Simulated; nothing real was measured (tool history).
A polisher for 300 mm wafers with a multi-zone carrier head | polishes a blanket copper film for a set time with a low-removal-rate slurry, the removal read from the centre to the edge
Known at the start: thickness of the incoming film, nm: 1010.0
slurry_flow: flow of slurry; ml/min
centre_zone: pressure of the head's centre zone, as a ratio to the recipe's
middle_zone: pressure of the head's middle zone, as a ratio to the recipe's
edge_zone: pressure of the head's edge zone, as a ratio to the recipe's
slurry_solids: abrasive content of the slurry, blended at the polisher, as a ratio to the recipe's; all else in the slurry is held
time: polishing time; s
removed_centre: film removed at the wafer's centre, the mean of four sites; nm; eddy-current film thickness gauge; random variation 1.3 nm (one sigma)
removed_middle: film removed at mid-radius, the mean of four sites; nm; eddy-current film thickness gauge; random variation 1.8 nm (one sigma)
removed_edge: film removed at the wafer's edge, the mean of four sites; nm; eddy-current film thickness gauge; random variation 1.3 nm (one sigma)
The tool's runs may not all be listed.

| run | hour | slurry_flow | centre_zone | middle_zone | edge_zone | slurry_solids | time | removed_centre | removed_middle | removed_edge |
|---|---|---|---|---|---|---|---|---|---|---|
| 1 | 0 | 240 | 1 | 1 | 1 | 1 | 45 | 135.81 | 140.04 | 134.95 |
| 2 | 4.8 | 240 | 1 | 1.07 | 1 | 1 | 45 | 137.08 | 145.8 | 135.27 |
| 3 | 8.1 | 240 | 0.96 | 1.07 | 1 | 1 | 45 | 132.78 | 147.91 | 132.14 |
| 4 | 15.8 | 255 | 0.98 | 1.07 | 1.06 | 1.05 | 45 | 137.35 | 150.86 | 140.41 |
| 5 | 21.5 | 270 | 1 | 1.06 | 1.1 | 1.05 | 45 | 138.58 | 148.08 | 144.34 |
| 6 | 23.2 | 270 | 1 | 1.06 | 1.16 | 1.05 | 45 | 138.68 | 149.77 | 146.78 |

Forecast run 7:
| 7 | 24.6 | 280 | 1.01 | 1.06 | 1.17 | 1.1 | 45 | ? | ? | ? |

removed_centre: 142.38 nm
removed_middle: 151.67 nm
removed_edge: 150.97 nm

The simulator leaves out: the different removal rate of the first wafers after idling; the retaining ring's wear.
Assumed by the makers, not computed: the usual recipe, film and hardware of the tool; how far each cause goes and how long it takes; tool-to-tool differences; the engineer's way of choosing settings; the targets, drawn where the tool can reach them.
